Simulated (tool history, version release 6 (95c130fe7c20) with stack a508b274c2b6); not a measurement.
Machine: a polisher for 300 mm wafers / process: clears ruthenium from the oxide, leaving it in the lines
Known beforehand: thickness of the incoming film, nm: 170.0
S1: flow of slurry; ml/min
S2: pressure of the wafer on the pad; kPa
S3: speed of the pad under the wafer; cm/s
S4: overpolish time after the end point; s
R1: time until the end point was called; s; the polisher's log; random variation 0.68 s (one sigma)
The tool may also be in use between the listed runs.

run,day,S1,S2,S3,S4,R1
1,0.000,250,15.2,120,36,137.760
2,0.175,250,15.2,108,36,154.120
3,0.258,225,15.2,108,36,155.190
4,0.554,225,17.2,112,36,133.610
5,0.746,225,19.3,112,36,119.310
6,0.921,230,20.7,118,36,105.330
7,1.025,235,21.4,122,36,98.593
8,1.104,235,22.1,126,36,94.621
9,1.175,235,22.8,132,36,84.604
10,1.279,235,22.8,134,36,84.772

Forecast run 11:
11,1.367,235,22.8,134,36,?

{"run 11": {"R1": 85.663}}

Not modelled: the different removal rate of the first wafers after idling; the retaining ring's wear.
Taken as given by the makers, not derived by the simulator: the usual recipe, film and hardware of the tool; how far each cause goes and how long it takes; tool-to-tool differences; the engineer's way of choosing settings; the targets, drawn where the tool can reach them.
